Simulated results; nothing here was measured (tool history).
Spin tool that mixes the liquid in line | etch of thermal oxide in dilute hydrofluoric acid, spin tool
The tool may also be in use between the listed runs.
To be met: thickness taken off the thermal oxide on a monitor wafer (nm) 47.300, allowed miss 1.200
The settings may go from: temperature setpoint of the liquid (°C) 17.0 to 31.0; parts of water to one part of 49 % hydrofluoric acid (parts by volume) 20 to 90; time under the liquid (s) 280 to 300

run,day,temperature setpoint of the liquid (°C),parts of water to one part of 49 % hydrofluoric acid (parts by volume),time under the liquid (s),thickness taken off the thermal oxide on a monitor wafer (nm)
1,0.000,23.0,50,280,27.798
2,0.121,25.0,45,280,33.747
3,0.146,25.0,45,300,36.295
4,0.442,26.5,45,300,38.321
5,0.800,26.5,55,300,31.094
6,1.046,27.5,50,300,35.446
7,1.283,27.5,50,300,36.285
8,1.342,28.5,50,300,37.309
9,1.512,29.0,50,300,37.717
10,1.708,29.5,50,300,38.768
11,1.746,30.0,50,300,39.015

4 next moves are on the table. One of them brings every result within its allowed miss. Which?
A,1.783,29.5,35,280,?
B,1.783,30.5,40,280,?
C,1.783,27.0,40,280,?
D,1.783,31.0,55,285,?

move,thickness taken off the thermal oxide on a monitor wafer (nm)
A,53.154
B,48.017
C,41.743
D,35.402
A: takes the result that was furthest off past its target
B: meets every target
C: nearer than the last run, and not there yet
D: further off than the last run
The right move is B.
